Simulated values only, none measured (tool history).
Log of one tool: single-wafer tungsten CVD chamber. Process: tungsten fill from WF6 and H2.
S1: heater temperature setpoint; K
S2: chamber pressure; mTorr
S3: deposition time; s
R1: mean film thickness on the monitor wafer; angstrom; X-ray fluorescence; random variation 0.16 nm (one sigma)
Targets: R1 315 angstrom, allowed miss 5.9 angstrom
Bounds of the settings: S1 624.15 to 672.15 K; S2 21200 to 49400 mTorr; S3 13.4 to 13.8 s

Run 1, day 0: S1 648.15 K, S2 35300 mTorr, S3 13.4 s. Result: R1 242 angstrom.
Run 2, day 0.238: S1 648.15 K, S2 35300 mTorr, S3 13.8 s. Result: R1 248.32 angstrom.
Run 3, day 0.333: S1 652.15 K, S2 35400 mTorr, S3 13.8 s. Result: R1 269.15 angstrom.
Run 4, day 0.408: S1 652.15 K, S2 33000 mTorr, S3 13.8 s. Result: R1 263.17 angstrom.
Run 5, day 0.458: S1 657.15 K, S2 33000 mTorr, S3 13.8 s. Result: R1 290.58 angstrom.
Run 6, day 0.546: S1 657.15 K, S2 30500 mTorr, S3 13.8 s. Result: R1 279.85 angstrom.
Run 7, day 0.612: S1 659.15 K, S2 30500 mTorr, S3 13.8 s. Result: R1 290.88 angstrom.
Run 8, day 0.658: S1 660.15 K, S2 30500 mTorr, S3 13.8 s. Result: R1 297.78 angstrom.
Run 9, day 1: S1 661.15 K, S2 30500 mTorr, S3 13.8 s. Result: R1 303.85 angstrom.

Which of these 5 next moves meets every target?
Run A, day 1.342: S1 658.15 K, S2 33700 mTorr, S3 13.4 s. Result: R1 ?.
Run B, day 1.342: S1 665.15 K, S2 22800 mTorr, S3 13.4 s. Result: R1 ?.
Run C, day 1.342: S1 660.15 K, S2 30600 mTorr, S3 13.8 s. Result: R1 ?.
Run D, day 1.342: S1 661.15 K, S2 33600 mTorr, S3 13.8 s. Result: R1 ?.
Run E, day 1.342: S1 656.15 K, S2 31700 mTorr, S3 13.8 s. Result: R1 ?.

move      R1
   A  290.04
   B  291.52
   C  300.44
   D  316.12
   E  281.47
A: further off than the last run
B: further off than the last run
C: further off than the last run
D: meets every target
E: further off than the last run
Answer: D
